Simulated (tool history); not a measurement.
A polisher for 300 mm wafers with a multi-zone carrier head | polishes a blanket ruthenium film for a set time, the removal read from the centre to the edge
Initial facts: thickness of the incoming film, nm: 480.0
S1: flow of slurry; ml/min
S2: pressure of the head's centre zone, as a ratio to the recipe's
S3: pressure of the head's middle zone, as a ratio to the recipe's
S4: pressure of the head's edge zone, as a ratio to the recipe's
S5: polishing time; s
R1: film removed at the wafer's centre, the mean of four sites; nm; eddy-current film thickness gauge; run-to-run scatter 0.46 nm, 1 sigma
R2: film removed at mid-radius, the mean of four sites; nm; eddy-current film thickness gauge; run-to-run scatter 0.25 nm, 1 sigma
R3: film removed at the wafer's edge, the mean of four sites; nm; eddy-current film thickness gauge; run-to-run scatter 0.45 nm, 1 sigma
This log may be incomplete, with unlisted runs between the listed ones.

| run | hour | S1 | S2 | S3 | S4 | S5 | R1 | R2 | R3 |
|---|---|---|---|---|---|---|---|---|---|
| 1 | 0 | 305 | 1 | 1 | 1 | 48 | 30.634 | 30.045 | 30.673 |
| 2 | 3.2 | 310 | 1.03 | 1.03 | 1.03 | 50 | 32.432 | 32.31 | 32.261 |
| 3 | 4.4 | 315 | 1.06 | 1.05 | 1.05 | 52 | 35.523 | 34.284 | 33.321 |
| 4 | 9.5 | 315 | 1.06 | 1.05 | 1.12 | 52 | 34.67 | 34.247 | 34.948 |
| 5 | 14 | 320 | 1.08 | 1.07 | 1.13 | 53 | 36.184 | 35.362 | 35.508 |
| 6 | 19.7 | 320 | 1.08 | 1.07 | 1.13 | 64 | 43.856 | 43.169 | 43.508 |
| 7 | 21 | 315 | 1.08 | 1.07 | 1.1 | 63 | 43.404 | 41.985 | 41.8 |
| 8 | 28.2 | 305 | 1.08 | 1.07 | 1.08 | 63 | 42.768 | 42.006 | 40.996 |

Forecast run 9:
|  | 29.1 | slurry nozzle cleaned |
| 9 | 29.1 | 295 | 1.08 | 1.07 | 1.07 | 63 | ? | ? | ? |

R1: 44.811 nm
R2: 43.825 nm
R3: 42.067 nm
